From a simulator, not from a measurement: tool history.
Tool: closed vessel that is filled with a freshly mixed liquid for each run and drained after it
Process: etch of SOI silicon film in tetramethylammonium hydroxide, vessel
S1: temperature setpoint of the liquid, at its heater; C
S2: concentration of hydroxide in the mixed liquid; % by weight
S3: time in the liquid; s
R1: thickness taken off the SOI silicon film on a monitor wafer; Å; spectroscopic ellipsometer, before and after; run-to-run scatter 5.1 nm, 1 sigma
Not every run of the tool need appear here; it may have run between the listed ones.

run	hour	S1	S2	S3	R1
1	0.0	75.0	11.0	85	8862.7
2	5.0	71.0	11.0	85	7052.9
3	6.9	71.0	11.0	95	7927.0
4	13.6	69.5	11.0	95	7225.0
5	19.7	68.5	11.0	95	6631.5
6	23.4	68.5	11.0	95	6691.4
7	25.5	68.5	11.0	95	6751.0
8	34.2	68.0	11.0	95	6550.5

Run 9 comes next. What will it give?
9	38.8	67.5	11.0	95	?

{"run 9": {"R1": 6369.2}}
